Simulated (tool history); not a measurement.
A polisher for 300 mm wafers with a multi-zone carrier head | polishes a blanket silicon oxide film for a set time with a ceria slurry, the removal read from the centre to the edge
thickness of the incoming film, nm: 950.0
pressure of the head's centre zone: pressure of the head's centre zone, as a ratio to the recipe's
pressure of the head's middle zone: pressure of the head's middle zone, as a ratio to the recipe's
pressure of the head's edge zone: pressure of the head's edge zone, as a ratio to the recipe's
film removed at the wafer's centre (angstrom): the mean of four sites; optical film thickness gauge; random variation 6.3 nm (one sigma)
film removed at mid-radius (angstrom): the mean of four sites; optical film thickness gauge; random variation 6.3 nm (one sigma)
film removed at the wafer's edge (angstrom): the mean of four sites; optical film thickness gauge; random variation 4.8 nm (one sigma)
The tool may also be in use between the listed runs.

run	hour	flow of slurry (ml/min)	pressure of the head's centre zone	pressure of the head's middle zone	pressure of the head's edge zone	polishing time (s)	film removed at the wafer's centre (angstrom)	film removed at mid-radius (angstrom)	film removed at the wafer's edge (angstrom)
1	0	235	1	1	1	78	2696.9	2706	2774.3
2	8.5	235	0.95	1	1	78	2613	2773.6	2742
3	13.8	240	0.97	1.02	0.98	81	2779.2	2916.6	2844.9
4	19.7	240	0.91	1.02	0.98	81	2598.1	2890	2837.7
5	25.5	245	0.94	1.03	0.98	83	2762	3030	2926.2
6	32.5	245	0.94	1.08	0.98	83	2733.1	3113.2	2939.1
7	36.6	250	0.96	1.09	0.97	85	2881.2	3301.6	2954.3
8	42.6	250	0.98	1.09	0.97	87	3089.6	3383.6	3080.6

Forecast run 9:
9	49.4	250	1	1.1	0.98	88	?	?	?

Run 9 gave film removed at the wafer's centre (angstrom) 3109.5, film removed at mid-radius (angstrom) 3380.4, film removed at the wafer's edge (angstrom) 3065.2.
